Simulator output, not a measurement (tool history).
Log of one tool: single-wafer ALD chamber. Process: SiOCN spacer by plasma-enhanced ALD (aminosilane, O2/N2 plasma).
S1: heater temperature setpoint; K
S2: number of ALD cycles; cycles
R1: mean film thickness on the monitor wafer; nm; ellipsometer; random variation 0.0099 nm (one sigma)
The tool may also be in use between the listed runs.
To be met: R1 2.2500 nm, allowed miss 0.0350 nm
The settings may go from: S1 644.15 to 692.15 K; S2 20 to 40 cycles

Run 1, hour 0.0: S1 668.15 K, S2 30 cycles. Result: R1 1.9380 nm.
Run 2, hour 8.5: S1 658.15 K, S2 30 cycles. Result: R1 1.9253 nm.
Run 3, hour 13.1: S1 651.15 K, S2 30 cycles. Result: R1 1.9372 nm.
Run 4, hour 16.6: S1 651.15 K, S2 32 cycles. Result: R1 2.0545 nm.
Run 5, hour 21.9: S1 651.15 K, S2 28 cycles. Result: R1 1.7896 nm.
Run 6, hour 24.7: S1 651.15 K, S2 29 cycles. Result: R1 1.8709 nm.
Run 7, hour 30.8: S1 651.15 K, S2 30 cycles. Result: R1 1.9254 nm.
Run 8, hour 36.9: S1 651.15 K, S2 31 cycles. Result: R1 1.9900 nm.
Run 9, hour 39.4: S1 651.15 K, S2 32 cycles. Result: R1 2.0558 nm.
Run 10, hour 48.4: S1 651.15 K, S2 33 cycles. Result: R1 2.1282 nm.
At hour 52.3: thermocouple changed; heater temperature recalibrated.
Run 11, hour 52.3: S1 651.15 K, S2 34 cycles. Result: R1 2.1908 nm.

Which of these 5 next moves meets every target?
Run A, hour 56.2: S1 652.15 K, S2 33 cycles. Result: R1 ?.
Run B, hour 56.2: S1 668.15 K, S2 34 cycles. Result: R1 ?.
Run C, hour 56.2: S1 659.15 K, S2 33 cycles. Result: R1 ?.
Run D, hour 56.2: S1 651.15 K, S2 35 cycles. Result: R1 ?.
Run E, hour 56.2: S1 657.15 K, S2 34 cycles. Result: R1 ?.

move      R1
   A  2.1203
   B  2.1846
   C  2.1203
   D  2.2488
   E  2.1846
A: further off than the last run
B: further off than the last run
C: further off than the last run
D: meets every target
E: further off than the last run
The right move is D.
